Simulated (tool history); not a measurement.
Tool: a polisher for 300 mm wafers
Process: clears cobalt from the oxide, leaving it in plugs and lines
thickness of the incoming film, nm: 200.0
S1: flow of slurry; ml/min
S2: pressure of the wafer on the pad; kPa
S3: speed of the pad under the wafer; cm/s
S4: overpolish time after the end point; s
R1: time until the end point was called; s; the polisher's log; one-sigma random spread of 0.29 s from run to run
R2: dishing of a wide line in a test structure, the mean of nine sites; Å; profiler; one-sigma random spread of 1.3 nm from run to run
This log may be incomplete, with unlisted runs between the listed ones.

{"run": 1, "hour": 0.0, "S1": 235, "S2": 13.1, "S3": 126, "S4": 14, "R1": 38.095, "R2": 506.81}
{"run": 2, "hour": 8.3, "S1": 235, "S2": 11, "S3": 126, "S4": 14, "R1": 43.895, "R2": 475.11}
{"run": 3, "hour": 13.1, "S1": 235, "S2": 11, "S3": 98, "S4": 14, "R1": 56.693, "R2": 403.99}
{"run": 4, "hour": 20.2, "S1": 240, "S2": 13.8, "S3": 112, "S4": 14, "R1": 41.934, "R2": 498.46}
{"run": 5, "hour": 22.8, "S1": 240, "S2": 11.7, "S3": 112, "S4": 14, "R1": 48.206, "R2": 456.27}
{"run": 6, "hour": 30.3, "S1": 240, "S2": 13.8, "S3": 124, "S4": 14, "R1": 38.506, "R2": 531.41}
{"run": 7, "hour": 31.0, "S1": 240, "S2": 15.9, "S3": 136, "S4": 13, "R1": 30.422, "R2": 585.58}
{"run": 8, "hour": 37.5, "S1": 240, "S2": 17.2, "S3": 144, "S4": 12, "R1": 27.055, "R2": 595.39}
{"hour": 41.9, "done": "worn pad replaced by a new one"}
{"run": 9, "hour": 41.9, "S1": 245, "S2": 20.7, "S3": 174, "S4": 13, "R1": 17.607, "R2": 671.31}

Forecast run 10:
{"run": 10, "hour": 45.6, "S1": 245, "S2": 20.7, "S3": 174, "S4": 14, "R1": "?", "R2": "?"}

{"run 10": {"R1": 17.254, "R2": 667.37}}
